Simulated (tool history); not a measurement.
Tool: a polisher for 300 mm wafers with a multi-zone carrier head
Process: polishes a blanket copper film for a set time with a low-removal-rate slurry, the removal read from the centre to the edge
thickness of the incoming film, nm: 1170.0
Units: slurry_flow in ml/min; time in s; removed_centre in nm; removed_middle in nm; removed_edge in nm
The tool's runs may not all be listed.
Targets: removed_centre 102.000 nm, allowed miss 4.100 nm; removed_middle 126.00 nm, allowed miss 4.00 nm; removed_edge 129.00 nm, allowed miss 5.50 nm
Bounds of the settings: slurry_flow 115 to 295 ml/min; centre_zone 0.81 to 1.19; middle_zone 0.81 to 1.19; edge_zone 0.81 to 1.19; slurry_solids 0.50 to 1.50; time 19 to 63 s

Run 1, hour 0.0: slurry_flow 190 ml/min, centre_zone 1.00, middle_zone 1.00, edge_zone 1.00, slurry_solids 1.00, time 41 s. Result: removed_centre 148.960 nm, removed_middle 149.68 nm, removed_edge 153.32 nm.
Run 2, hour 4.7: slurry_flow 190 ml/min, centre_zone 1.00, middle_zone 1.00, edge_zone 0.92, slurry_solids 1.00, time 41 s. Result: removed_centre 149.570 nm, removed_middle 151.16 nm, removed_edge 149.33 nm.
Run 3, hour 13.3: slurry_flow 190 ml/min, centre_zone 1.00, middle_zone 1.00, edge_zone 0.92, slurry_solids 0.80, time 41 s. Result: removed_centre 136.920 nm, removed_middle 143.95 nm, removed_edge 139.95 nm.
Run 4, hour 19.9: slurry_flow 210 ml/min, centre_zone 1.00, middle_zone 1.00, edge_zone 0.92, slurry_solids 0.80, time 41 s. Result: removed_centre 143.300 nm, removed_middle 144.48 nm, removed_edge 141.09 nm.
Run 5, hour 22.8: slurry_flow 210 ml/min, centre_zone 1.00, middle_zone 1.00, edge_zone 0.92, slurry_solids 0.80, time 35 s. Result: removed_centre 121.930 nm, removed_middle 124.30 nm, removed_edge 124.47 nm.
Run 6, hour 28.4: slurry_flow 210 ml/min, centre_zone 1.00, middle_zone 1.00, edge_zone 0.96, slurry_solids 0.80, time 35 s. Result: removed_centre 120.650 nm, removed_middle 125.39 nm, removed_edge 121.91 nm.
Run 7, hour 29.3: slurry_flow 200 ml/min, centre_zone 0.98, middle_zone 1.00, edge_zone 0.96, slurry_solids 0.85, time 35 s. Result: removed_centre 117.750 nm, removed_middle 125.24 nm, removed_edge 121.93 nm.
Run 8, hour 32.4: slurry_flow 190 ml/min, centre_zone 0.96, middle_zone 0.99, edge_zone 0.98, slurry_solids 0.90, time 35 s. Result: removed_centre 119.180 nm, removed_middle 122.60 nm, removed_edge 128.58 nm.
Run 9, hour 38.6: slurry_flow 185 ml/min, centre_zone 0.86, middle_zone 1.06, edge_zone 0.97, slurry_solids 0.80, time 35 s. Result: removed_centre 104.710 nm, removed_middle 129.70 nm, removed_edge 121.70 nm.
Run 10, hour 39.2: slurry_flow 180 ml/min, centre_zone 0.85, middle_zone 1.05, edge_zone 0.98, slurry_solids 0.80, time 35 s. Result: removed_centre 104.020 nm, removed_middle 125.97 nm, removed_edge 123.21 nm.

Which of these 4 next moves meets every target?
Run A, hour 39.8: slurry_flow 280 ml/min, centre_zone 0.93, middle_zone 1.10, edge_zone 0.93, slurry_solids 0.75, time 32 s. Result: removed_centre ?, removed_middle ?, removed_edge ?.
Run B, hour 39.8: slurry_flow 180 ml/min, centre_zone 0.87, middle_zone 1.06, edge_zone 0.96, slurry_solids 0.75, time 34 s. Result: removed_centre ?, removed_middle ?, removed_edge ?.
Run C, hour 39.8: slurry_flow 180 ml/min, centre_zone 0.81, middle_zone 1.01, edge_zone 0.98, slurry_solids 0.90, time 35 s. Result: removed_centre ?, removed_middle ?, removed_edge ?.
Run D, hour 39.8: slurry_flow 225 ml/min, centre_zone 0.94, middle_zone 1.09, edge_zone 0.94, slurry_solids 0.75, time 33 s. Result: removed_centre ?, removed_middle ?, removed_edge ?.

move  removed_centre  removed_middle  removed_edge
   A         103.790          124.12        112.83
   B          98.933          122.19        117.33
   C          99.929          126.08        127.14
   D         105.530          124.35        114.98
A: further off than the last run
B: further off than the last run
C: meets every target
D: further off than the last run
The right move is C.
